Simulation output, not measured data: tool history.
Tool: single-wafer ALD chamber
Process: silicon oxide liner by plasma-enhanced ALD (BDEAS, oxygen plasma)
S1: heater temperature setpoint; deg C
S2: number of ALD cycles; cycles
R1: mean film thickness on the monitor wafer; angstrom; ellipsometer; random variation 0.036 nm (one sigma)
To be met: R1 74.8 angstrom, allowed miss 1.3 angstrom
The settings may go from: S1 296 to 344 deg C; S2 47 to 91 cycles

run 1 day=0 | S1=320 S2=69 | R1=62.719
run 2 day=0.079 | S1=325 S2=69 | R1=62.432
run 3 day=0.212 | S1=325 S2=65 | R1=58.423
run 4 day=0.362 | S1=324 S2=68 | R1=60.669
run 5 day=0.717 | S1=320 S2=68 | R1=61.451
run 6 day=0.892 | S1=320 S2=72 | R1=65.626
run 7 day=1.033 | S1=320 S2=74 | R1=66.64
run 8 day=1.138 | S1=319 S2=76 | R1=68.796
run 9 day=1.317 | S1=319 S2=77 | R1=69.503
run 10 day=1.646 | S1=318 S2=78 | R1=70.558

Which of these 4 next moves meets every target?
run A day=1.975 | S1=313 S2=74 | R1=?
run B day=1.975 | S1=316 S2=82 | R1=?
run C day=1.975 | S1=318 S2=75 | R1=?
run D day=1.975 | S1=318 S2=72 | R1=?

move=A R1=68.272
move=B R1=75.285
move=C R1=68.634
move=D R1=65.889
A: further off than the last run
B: meets every target
C: further off than the last run
D: further off than the last run
Answer: B
